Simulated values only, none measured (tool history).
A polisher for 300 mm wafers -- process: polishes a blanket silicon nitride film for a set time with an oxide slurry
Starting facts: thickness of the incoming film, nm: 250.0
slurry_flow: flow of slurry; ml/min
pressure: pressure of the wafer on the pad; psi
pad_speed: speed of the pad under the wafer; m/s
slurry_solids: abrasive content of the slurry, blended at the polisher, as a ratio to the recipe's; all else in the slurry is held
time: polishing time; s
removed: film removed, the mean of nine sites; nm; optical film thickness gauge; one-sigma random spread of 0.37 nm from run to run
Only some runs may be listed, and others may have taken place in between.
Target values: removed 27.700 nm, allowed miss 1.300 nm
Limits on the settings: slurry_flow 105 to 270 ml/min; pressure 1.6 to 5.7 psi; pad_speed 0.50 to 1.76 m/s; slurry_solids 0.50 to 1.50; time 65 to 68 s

run,hour,slurry_flow,pressure,pad_speed,slurry_solids,time,removed
1,0.0,175,3.6,1.12,1.00,65,46.729
2,4.8,155,3.6,1.12,1.00,65,45.407
3,7.7,155,3.6,1.12,1.20,65,48.508
4,16.0,155,3.6,1.36,1.20,65,57.868
5,25.0,150,3.0,1.30,1.20,65,45.403
6,33.1,150,3.0,1.44,1.20,65,50.146
7,36.2,145,2.6,1.38,1.20,65,41.275
8,40.3,140,2.3,1.36,1.20,65,36.629
9,48.9,135,2.1,1.34,1.20,65,32.962
10,57.5,130,2.0,1.34,1.20,65,31.191
11,63.7,125,1.9,1.34,1.20,65,29.425

Of the 4 settings listed for the next run, only one would bring every result within its allowed miss of target. Which one?
A,69.9,115,1.9,1.36,1.25,68,?
B,69.9,135,2.2,1.36,1.05,66,?
C,69.9,105,1.8,1.40,1.20,65,?
D,69.9,135,2.6,1.08,1.00,66,?

move,removed
A,29.900
B,32.225
C,26.648
D,30.756
A: lands further from the targets than the last run did
B: lands further from the targets than the last run did
C: all results in spec
D: lands further from the targets than the last run did
C is the move that brings every result within its allowed miss.

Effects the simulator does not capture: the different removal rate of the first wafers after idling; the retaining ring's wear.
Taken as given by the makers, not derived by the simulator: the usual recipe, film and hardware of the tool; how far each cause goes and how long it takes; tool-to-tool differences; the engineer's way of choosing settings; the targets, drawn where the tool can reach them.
